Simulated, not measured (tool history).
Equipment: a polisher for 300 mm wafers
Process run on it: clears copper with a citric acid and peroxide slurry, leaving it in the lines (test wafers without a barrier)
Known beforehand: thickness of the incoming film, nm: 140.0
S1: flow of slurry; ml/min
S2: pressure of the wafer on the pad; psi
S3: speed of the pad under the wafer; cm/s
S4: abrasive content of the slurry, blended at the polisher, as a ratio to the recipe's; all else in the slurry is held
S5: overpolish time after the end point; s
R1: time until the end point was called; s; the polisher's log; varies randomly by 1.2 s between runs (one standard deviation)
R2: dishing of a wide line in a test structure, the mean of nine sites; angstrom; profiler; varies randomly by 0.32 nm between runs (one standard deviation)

run 1 hour=0.0 | S1=275 S2=2.0 S3=122 S4=1.0 S5=14 | R1=69.547 R2=210.89
run 2 hour=5.4 | S1=275 S2=2.0 S3=122 S4=1.0 S5=15 | R1=66.853 R2=226.31
run 3 hour=9.9 | S1=275 S2=2.3 S3=122 S4=1.0 S5=15 | R1=59.035 R2=258.96
run 4 hour=14.6 | S1=275 S2=2.8 S3=122 S4=1.0 S5=15 | R1=48.717 R2=305.19
run 5 hour=20.7 | S1=325 S2=2.8 S3=122 S4=1.0 S5=15 | R1=48.580 R2=308.52
run 6 hour=21.9 | S1=370 S2=2.8 S3=122 S4=1.0 S5=15 | R1=48.073 R2=315.49
run 7 hour=27.4 | S1=370 S2=2.6 S3=122 S4=1.0 S5=16 | R1=51.415 R2=311.55

Run 8 has not been measured yet. What should we expect?
run 8 hour=31.3 | S1=370 S2=2.5 S3=122 S4=1.0 S5=17 | R1=? R2=?

R1: 52.933 s
R2: 313.13 angstrom
